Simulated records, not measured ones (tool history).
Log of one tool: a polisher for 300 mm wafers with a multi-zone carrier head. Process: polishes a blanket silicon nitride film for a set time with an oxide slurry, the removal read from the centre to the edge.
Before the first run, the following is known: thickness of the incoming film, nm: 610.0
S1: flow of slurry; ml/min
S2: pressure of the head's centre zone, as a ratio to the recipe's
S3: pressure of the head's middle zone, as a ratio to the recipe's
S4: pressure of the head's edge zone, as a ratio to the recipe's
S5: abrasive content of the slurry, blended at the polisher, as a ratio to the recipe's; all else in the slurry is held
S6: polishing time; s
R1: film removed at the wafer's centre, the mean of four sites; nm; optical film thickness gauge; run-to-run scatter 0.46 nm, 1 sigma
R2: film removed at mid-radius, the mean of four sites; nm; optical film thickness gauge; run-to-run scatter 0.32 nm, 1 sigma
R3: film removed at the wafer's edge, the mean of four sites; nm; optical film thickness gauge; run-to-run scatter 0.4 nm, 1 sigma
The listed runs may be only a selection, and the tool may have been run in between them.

Run 1, hour 0.0: S1 140 ml/min, S2 1.00, S3 1.00, S4 1.00, S5 1.00, S6 38 s. Result: R1 30.833 nm, R2 31.185 nm, R3 30.760 nm.
Run 2, hour 3.9: S1 145 ml/min, S2 0.99, S3 0.98, S4 1.04, S5 1.05, S6 38 s. Result: R1 30.886 nm, R2 31.705 nm, R3 32.163 nm.
Run 3, hour 9.5: S1 130 ml/min, S2 0.99, S3 0.98, S4 1.04, S5 1.05, S6 38 s. Result: R1 30.635 nm, R2 31.459 nm, R3 31.779 nm.
Run 4, hour 11.1: S1 130 ml/min, S2 1.04, S3 0.98, S4 1.04, S5 1.05, S6 38 s. Result: R1 32.636 nm, R2 31.349 nm, R3 31.900 nm.
Run 5, hour 17.1: S1 130 ml/min, S2 1.04, S3 0.98, S4 1.11, S5 1.05, S6 38 s. Result: R1 32.117 nm, R2 31.298 nm, R3 32.911 nm.
Run 6, hour 19.1: S1 135 ml/min, S2 1.03, S3 0.96, S4 1.13, S5 1.10, S6 38 s. Result: R1 33.064 nm, R2 31.579 nm, R3 34.943 nm.
Run 7, hour 21.9: S1 140 ml/min, S2 1.02, S3 0.96, S4 1.14, S5 1.10, S6 38 s. Result: R1 33.172 nm, R2 31.715 nm, R3 34.870 nm.
Run 8, hour 29.1: S1 140 ml/min, S2 1.01, S3 0.95, S4 1.15, S5 1.10, S6 38 s. Result: R1 32.107 nm, R2 31.799 nm, R3 34.981 nm.
Run 9, hour 31.0: S1 140 ml/min, S2 1.01, S3 0.94, S4 1.16, S5 1.10, S6 38 s. Result: R1 32.301 nm, R2 31.237 nm, R3 35.450 nm.
Run 10, hour 39.6: S1 145 ml/min, S2 1.01, S3 0.94, S4 1.17, S5 1.10, S6 38 s. Result: R1 33.553 nm, R2 30.811 nm, R3 35.697 nm.

Estimate the outcome of run 11 from the log above:
Run 11, hour 44.9: S1 145 ml/min, S2 0.96, S3 0.96, S4 1.19, S5 1.20, S6 38 s. Result: R1 ?, R2 ?, R3 ?.

R1: 32.942 nm
R2: 33.467 nm
R3: 37.062 nm
